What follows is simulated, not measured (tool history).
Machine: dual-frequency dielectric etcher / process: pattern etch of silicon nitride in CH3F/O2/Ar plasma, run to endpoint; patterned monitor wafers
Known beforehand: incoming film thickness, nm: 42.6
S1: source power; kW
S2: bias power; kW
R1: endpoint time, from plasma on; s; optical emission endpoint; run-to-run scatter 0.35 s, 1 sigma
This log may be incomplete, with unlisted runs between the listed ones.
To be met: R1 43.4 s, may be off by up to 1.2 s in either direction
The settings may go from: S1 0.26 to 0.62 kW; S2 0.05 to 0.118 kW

run,day,S1,S2,R1
1,0,0.44,0.084,56.518
2,0.188,0.48,0.091,52.579
3,0.504,0.51,0.095,49.553
4,0.579,0.51,0.084,52.155
5,0.825,0.51,0.075,53.765
6,0.854,0.54,0.081,50.872
# day 1.225: bias power generator calibrated
7,1.225,0.56,0.085,49.232
8,1.267,0.57,0.089,47.412
9,1.504,0.58,0.091,46.209
10,1.642,0.59,0.092,46.225
11,1.729,0.59,0.092,45.574

Pick the move, out of 4, that brings all results within their allowed miss; only one does.
A,1.817,0.58,0.091,?
B,1.817,0.62,0.098,?
C,1.817,0.62,0.11,?
D,1.817,0.59,0.088,?

move,R1
A,46.695
B,43.839
C,41.811
D,46.936
A: moves away from the targets compared with the last run
B: all results land within tolerance of their targets
C: takes the result that was furthest off past its target
D: moves away from the targets compared with the last run
Answer: B
